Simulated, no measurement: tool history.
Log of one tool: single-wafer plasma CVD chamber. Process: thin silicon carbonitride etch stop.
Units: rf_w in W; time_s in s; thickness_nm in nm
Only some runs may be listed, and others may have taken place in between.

{"run": 1, "day": 0.0, "rf_w": 175, "time_s": 17.2, "thickness_nm": 8.9527}
{"run": 2, "day": 0.262, "rf_w": 165, "time_s": 16.2, "thickness_nm": 8.3752}
{"run": 3, "day": 0.321, "rf_w": 165, "time_s": 15.3, "thickness_nm": 7.8167}
{"run": 4, "day": 0.654, "rf_w": 160, "time_s": 14.8, "thickness_nm": 7.545}
{"run": 5, "day": 0.942, "rf_w": 160, "time_s": 16.9, "thickness_nm": 8.6674}
{"run": 6, "day": 1.133, "rf_w": 155, "time_s": 15.9, "thickness_nm": 8.0694}
{"run": 7, "day": 1.362, "rf_w": 155, "time_s": 15.9, "thickness_nm": 8.1448}
{"run": 8, "day": 1.483, "rf_w": 155, "time_s": 15.1, "thickness_nm": 7.6301}
{"run": 9, "day": 1.521, "rf_w": 150, "time_s": 14.7, "thickness_nm": 7.3969}
{"run": 10, "day": 1.883, "rf_w": 145, "time_s": 14.4, "thickness_nm": 7.1755}

Expected results for the next run?
{"run": 11, "day": 2.083, "rf_w": 140, "time_s": 14.2, "thickness_nm": "?"}

thickness_nm: 7.0428 nm
